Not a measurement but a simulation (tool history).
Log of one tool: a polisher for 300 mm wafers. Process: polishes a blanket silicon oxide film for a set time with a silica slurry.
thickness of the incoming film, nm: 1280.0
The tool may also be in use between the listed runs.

run,hour,flow of slurry (ml/min),pressure of the wafer on the pad (psi),speed of the pad under the wafer (m/s),abrasive content of the slurry,polishing time (s),film removed (angstrom)
1,0.0,165,3.4,0.98,1.0,30,617.86
2,7.1,165,3.3,0.98,1.0,30,611.15
3,12.0,165,3.2,0.98,1.0,30,598.60
4,17.3,165,3.1,0.98,1.0,30,574.64
5,21.2,165,3.1,0.98,1.0,30,560.95
6,29.8,165,3.1,1.18,1.0,30,665.58

Estimate the outcome of run 7 from the log above:
7,37.5,165,3.1,1.18,1.0,30,?

{"run 7": {"film removed (angstrom)": 641.26}}

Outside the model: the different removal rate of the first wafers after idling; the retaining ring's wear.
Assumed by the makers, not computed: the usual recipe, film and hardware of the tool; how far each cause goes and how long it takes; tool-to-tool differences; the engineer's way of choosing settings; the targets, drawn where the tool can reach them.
